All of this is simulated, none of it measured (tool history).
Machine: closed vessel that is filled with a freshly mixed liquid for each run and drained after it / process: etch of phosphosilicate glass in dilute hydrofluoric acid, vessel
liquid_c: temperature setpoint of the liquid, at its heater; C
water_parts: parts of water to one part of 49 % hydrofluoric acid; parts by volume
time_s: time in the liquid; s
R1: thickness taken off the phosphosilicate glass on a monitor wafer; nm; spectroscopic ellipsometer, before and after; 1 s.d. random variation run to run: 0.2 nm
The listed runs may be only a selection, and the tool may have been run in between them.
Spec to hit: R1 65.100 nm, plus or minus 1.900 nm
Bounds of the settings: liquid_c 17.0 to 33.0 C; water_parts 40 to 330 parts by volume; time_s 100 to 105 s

{"run": 1, "hour": 0.0, "liquid_c": 25.0, "water_parts": 185, "time_s": 100, "R1": 36.942}
{"run": 2, "hour": 6.7, "liquid_c": 27.0, "water_parts": 170, "time_s": 100, "R1": 43.879}
{"run": 3, "hour": 12.9, "liquid_c": 28.5, "water_parts": 160, "time_s": 100, "R1": 49.851}
{"run": 4, "hour": 20.9, "liquid_c": 29.5, "water_parts": 155, "time_s": 100, "R1": 53.799}
{"hour": 24.6, "done": "thermometer replaced"}
{"run": 5, "hour": 24.6, "liquid_c": 30.5, "water_parts": 150, "time_s": 100, "R1": 53.392}
{"run": 6, "hour": 32.3, "liquid_c": 30.5, "water_parts": 150, "time_s": 100, "R1": 53.807}
{"run": 7, "hour": 34.4, "liquid_c": 33.0, "water_parts": 130, "time_s": 100, "R1": 69.361}
{"run": 8, "hour": 37.1, "liquid_c": 32.5, "water_parts": 130, "time_s": 100, "R1": 68.364}
{"run": 9, "hour": 39.8, "liquid_c": 32.0, "water_parts": 130, "time_s": 100, "R1": 67.054}

Exercise: of the 4 proposed moves below, exactly one satisfies all targets within the stated allowed misses. Which move is it?
{"run": "A", "hour": 42.5, "liquid_c": 30.5, "water_parts": 125, "time_s": 105, "R1": "?"}
{"run": "B", "hour": 42.5, "liquid_c": 31.5, "water_parts": 125, "time_s": 100, "R1": "?"}
{"run": "C", "hour": 42.5, "liquid_c": 32.5, "water_parts": 140, "time_s": 105, "R1": "?"}
{"run": "D", "hour": 42.5, "liquid_c": 31.5, "water_parts": 130, "time_s": 105, "R1": "?"}

move=A R1=69.730
move=B R1=68.867
move=C R1=65.516
move=D R1=69.044
A: moves away from the targets compared with the last run
B: moves away from the targets compared with the last run
C: every result within its allowed miss
D: moves away from the targets compared with the last run
C meets every target.
